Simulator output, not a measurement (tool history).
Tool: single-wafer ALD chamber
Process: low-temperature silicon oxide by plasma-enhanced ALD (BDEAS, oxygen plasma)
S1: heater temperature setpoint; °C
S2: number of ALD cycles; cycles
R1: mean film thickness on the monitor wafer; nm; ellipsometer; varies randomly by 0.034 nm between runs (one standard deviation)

Run 1, hour 0: S1 120 °C, S2 57 cycles. Result: R1 7.2569 nm.
Run 2, hour 2.1: S1 120 °C, S2 50 cycles. Result: R1 6.3354 nm.
Run 3, hour 7.5: S1 115 °C, S2 50 cycles. Result: R1 6.428 nm.
Run 4, hour 12.6: S1 115 °C, S2 46 cycles. Result: R1 5.8931 nm.
Run 5, hour 18.8: S1 113 °C, S2 53 cycles. Result: R1 6.8347 nm.
Run 6, hour 27.4: S1 113 °C, S2 45 cycles. Result: R1 5.8148 nm.
Run 7, hour 34.3: S1 111 °C, S2 52 cycles. Result: R1 6.7764 nm.
Run 8, hour 38.6: S1 108 °C, S2 56 cycles. Result: R1 7.2958 nm.
Run 9, hour 44.5: S1 107 °C, S2 59 cycles. Result: R1 7.6778 nm.
Run 10, hour 51.3: S1 106 °C, S2 62 cycles. Result: R1 8.0308 nm.
Run 11, hour 59.3: S1 106 °C, S2 64 cycles. Result: R1 8.3785 nm.
Run 12, hour 65.5: S1 106 °C, S2 65 cycles. Result: R1 8.4199 nm.

Run 13, settings as shown, results not yet in. Your forecast:
Run 13, hour 71.3: S1 106 °C, S2 65 cycles. Result: R1 ?.

Run 13 measured R1 8.4335 nm.
